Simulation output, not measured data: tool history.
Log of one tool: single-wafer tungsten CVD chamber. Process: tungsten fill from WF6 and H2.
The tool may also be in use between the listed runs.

| run | day | heater temperature setpoint (deg C) | chamber pressure (Pa) | deposition time (s) | mean film thickness on the monitor wafer (nm) |
|---|---|---|---|---|---|
| 1 | 0.000 | 385 | 4413 | 19.2 | 45.542 |
| 2 | 0.196 | 385 | 3746 | 19.2 | 42.744 |
| 3 | 0.279 | 390 | 3746 | 19.2 | 46.116 |
| 4 | 0.633 | 390 | 3746 | 19.2 | 46.262 |
| 5 | 0.779 | 391 | 3746 | 19.2 | 46.914 |
| 6 | 1.088 | 391 | 3440 | 19.2 | 45.113 |
|  | 1.342 | thermocouple changed; heater temperature recalibrated |
| 7 | 1.342 | 392 | 3440 | 19.2 | 42.192 |
| 8 | 1.508 | 395 | 3453 | 19.2 | 44.532 |

The next listed run, before its measurement:
| 9 | 1.792 | 395 | 3453 | 19.2 | ? |

mean film thickness on the monitor wafer (nm): 44.257

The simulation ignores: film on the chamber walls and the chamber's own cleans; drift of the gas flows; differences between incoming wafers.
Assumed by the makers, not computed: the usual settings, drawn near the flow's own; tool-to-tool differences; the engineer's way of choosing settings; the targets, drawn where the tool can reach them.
